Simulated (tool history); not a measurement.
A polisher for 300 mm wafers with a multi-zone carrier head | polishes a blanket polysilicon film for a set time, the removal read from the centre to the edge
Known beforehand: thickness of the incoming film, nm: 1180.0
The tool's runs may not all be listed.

run,hour,flow of slurry (ml/min),pressure of the head's centre zone,pressure of the head's middle zone,pressure of the head's edge zone,polishing time (s),film removed at the wafer's centre (angstrom),film removed at mid-radius (angstrom),film removed at the wafer's edge (angstrom)
1,0.0,215,1.00,1.00,1.00,80,3364.0,3368.7,3357.1
2,8.8,160,1.00,1.00,1.00,80,3141.2,3225.1,3226.3
3,17.2,160,0.96,1.00,1.00,80,2998.6,3205.7,3223.8
4,20.0,160,0.96,1.00,0.94,80,3013.1,3288.2,3082.4
5,25.1,160,0.96,0.97,0.94,80,3029.9,3128.9,3113.3
6,31.6,175,0.96,0.98,0.97,81,3070.9,3307.4,3243.9
7,36.6,190,0.96,0.99,0.99,82,3247.8,3420.9,3357.0

Run 8 comes next. What will it give?
8,40.2,205,0.95,0.99,1.01,82,?,?,?

film removed at the wafer's centre (angstrom): 3237.7
film removed at mid-radius (angstrom): 3381.1
film removed at the wafer's edge (angstrom): 3447.1
